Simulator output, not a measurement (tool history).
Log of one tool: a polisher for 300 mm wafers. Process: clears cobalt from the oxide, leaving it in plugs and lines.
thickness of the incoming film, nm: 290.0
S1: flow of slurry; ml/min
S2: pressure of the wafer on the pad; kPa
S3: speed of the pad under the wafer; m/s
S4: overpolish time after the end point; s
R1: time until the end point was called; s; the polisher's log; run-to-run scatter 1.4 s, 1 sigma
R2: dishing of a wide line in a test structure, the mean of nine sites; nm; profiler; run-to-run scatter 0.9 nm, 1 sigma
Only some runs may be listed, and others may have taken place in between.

Run 1, day 0: S1 155 ml/min, S2 16.5 kPa, S3 1.24 m/s, S4 28 s. Result: R1 34.163 s, R2 50.212 nm.
Run 2, day 0.258: S1 180 ml/min, S2 16.5 kPa, S3 1.24 m/s, S4 28 s. Result: R1 35.512 s, R2 46.562 nm.
Run 3, day 0.388: S1 195 ml/min, S2 14.5 kPa, S3 1.18 m/s, S4 27 s. Result: R1 38.893 s, R2 48.432 nm.
Run 4, day 0.612: S1 195 ml/min, S2 14.5 kPa, S3 1.38 m/s, S4 27 s. Result: R1 34.639 s, R2 48.175 nm.
Run 5, day 0.888: S1 195 ml/min, S2 14.5 kPa, S3 1.38 m/s, S4 34 s. Result: R1 35.076 s, R2 51.648 nm.
Run 6, day 0.946: S1 210 ml/min, S2 13.1 kPa, S3 1.18 m/s, S4 27 s. Result: R1 43.784 s, R2 48.517 nm.

Forecast run 7:
Run 7, day 1.196: S1 220 ml/min, S2 12.4 kPa, S3 1.02 m/s, S4 22 s. Result: R1 ?, R2 ?.

{"run 7": {"R1": 49.758, "R2": 44.989}}

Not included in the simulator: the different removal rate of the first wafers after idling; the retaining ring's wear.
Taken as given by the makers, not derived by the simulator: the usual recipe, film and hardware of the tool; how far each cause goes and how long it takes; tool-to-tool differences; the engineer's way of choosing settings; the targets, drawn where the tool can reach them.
